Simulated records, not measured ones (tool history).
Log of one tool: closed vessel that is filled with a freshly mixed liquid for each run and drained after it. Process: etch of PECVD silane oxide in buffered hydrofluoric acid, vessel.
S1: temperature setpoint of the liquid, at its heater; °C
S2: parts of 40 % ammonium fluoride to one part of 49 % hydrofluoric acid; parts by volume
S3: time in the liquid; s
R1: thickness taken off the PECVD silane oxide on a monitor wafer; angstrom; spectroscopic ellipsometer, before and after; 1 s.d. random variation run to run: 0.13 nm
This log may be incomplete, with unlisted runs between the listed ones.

run  hour    S1    S2  S3      R1
  1   0.0  22.0  15.0  30  466.28
  2   5.3  21.5  15.0  30  453.09
  3  13.4  21.5  15.0  30  453.24
  4  15.7  21.5  15.0  30  455.56
  5  22.5  21.0  15.0  30  440.54
  6  30.7  23.5  15.0  30  504.14
  7  35.1  23.0  15.0  30  492.60
  8  36.5  22.5  15.0  30  479.05
  9  37.3  22.0  15.0  30  463.06

Expected results for the next run?
 10  45.8  21.5  15.0  30   ?

{"run 10": {"R1": 453.26}}
